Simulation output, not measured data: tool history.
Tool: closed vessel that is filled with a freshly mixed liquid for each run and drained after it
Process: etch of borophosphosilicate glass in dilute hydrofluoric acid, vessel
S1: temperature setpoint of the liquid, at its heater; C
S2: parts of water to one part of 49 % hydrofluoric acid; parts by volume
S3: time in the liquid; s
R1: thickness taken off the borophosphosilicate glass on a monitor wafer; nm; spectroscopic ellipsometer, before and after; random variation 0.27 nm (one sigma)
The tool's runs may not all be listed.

Run 1, hour 0: S1 24 C, S2 125 parts by volume, S3 30 s. Result: R1 14.045 nm.
Run 2, hour 7.8: S1 26 C, S2 100 parts by volume, S3 30 s. Result: R1 19.627 nm.
Run 3, hour 15.6: S1 23.5 C, S2 100 parts by volume, S3 30 s. Result: R1 17.467 nm.
Run 4, hour 22: S1 23.5 C, S2 60 parts by volume, S3 30 s. Result: R1 31.256 nm.
Run 5, hour 27.6: S1 23.5 C, S2 60 parts by volume, S3 30 s. Result: R1 31.127 nm.
Run 6, hour 35: S1 25.5 C, S2 60 parts by volume, S3 30 s. Result: R1 33.664 nm.

Forecast run 7:
Run 7, hour 38.8: S1 25.5 C, S2 60 parts by volume, S3 30 s. Result: R1 ?.

R1: 33.578 nm

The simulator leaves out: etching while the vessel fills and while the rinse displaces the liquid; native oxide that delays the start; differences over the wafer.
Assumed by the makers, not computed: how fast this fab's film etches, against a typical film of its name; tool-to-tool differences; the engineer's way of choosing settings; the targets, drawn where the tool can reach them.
